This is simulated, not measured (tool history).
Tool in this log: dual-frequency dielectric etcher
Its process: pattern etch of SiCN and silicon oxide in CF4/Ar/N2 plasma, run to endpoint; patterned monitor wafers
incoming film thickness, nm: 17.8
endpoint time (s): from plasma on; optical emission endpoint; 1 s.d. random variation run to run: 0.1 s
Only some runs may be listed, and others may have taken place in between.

run	day	source power (kW)	bias power (kW)	Ar flow (sccm)	CF4 flow (sccm)	endpoint time (s)
1	0	0.35	0.09	103	63	24.764
2	0.192	0.35	0.09	88	63	24.13
3	0.471	0.35	0.09	88	74	23.487
4	0.65	0.35	0.104	88	74	22.576
5	0.875	0.35	0.104	75	74	22.091
6	1.2	0.41	0.104	75	74	18.765

Run 7, settings as shown, results not yet in. Your forecast:
7	1.288	0.37	0.103	75	74	?

endpoint time (s): 20.828
